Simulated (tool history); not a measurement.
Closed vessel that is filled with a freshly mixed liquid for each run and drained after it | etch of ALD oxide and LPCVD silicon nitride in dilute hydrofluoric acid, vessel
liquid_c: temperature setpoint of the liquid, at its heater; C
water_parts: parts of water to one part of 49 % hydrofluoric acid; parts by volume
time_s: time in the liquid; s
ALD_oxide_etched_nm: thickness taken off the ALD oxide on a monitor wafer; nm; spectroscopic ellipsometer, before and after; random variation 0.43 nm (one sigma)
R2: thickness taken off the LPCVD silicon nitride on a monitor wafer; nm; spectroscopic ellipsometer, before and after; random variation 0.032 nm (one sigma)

run 1 hour=0 | liquid_c=24 water_parts=220 time_s=740 | ALD_oxide_etched_nm=42.617 R2=2.0306
run 2 hour=6 | liquid_c=24 water_parts=145 time_s=740 | ALD_oxide_etched_nm=69.754 R2=2.9973
run 3 hour=12.8 | liquid_c=24 water_parts=110 time_s=740 | ALD_oxide_etched_nm=96.1 R2=3.9077
run 4 hour=20.7 | liquid_c=23.5 water_parts=115 time_s=745 | ALD_oxide_etched_nm=89.796 R2=3.7173
run 5 hour=29.1 | liquid_c=22.5 water_parts=115 time_s=745 | ALD_oxide_etched_nm=86.118 R2=3.4516
run 6 hour=37.3 | liquid_c=22 water_parts=115 time_s=745 | ALD_oxide_etched_nm=84.903 R2=3.3699
run 7 hour=39.9 | liquid_c=22 water_parts=115 time_s=745 | ALD_oxide_etched_nm=84.122 R2=3.3478

Forecast run 8:
run 8 hour=41.6 | liquid_c=21.5 water_parts=115 time_s=745 | ALD_oxide_etched_nm=? R2=?

{"run 8": {"ALD_oxide_etched_nm": 82.834, "R2": 3.2676}}
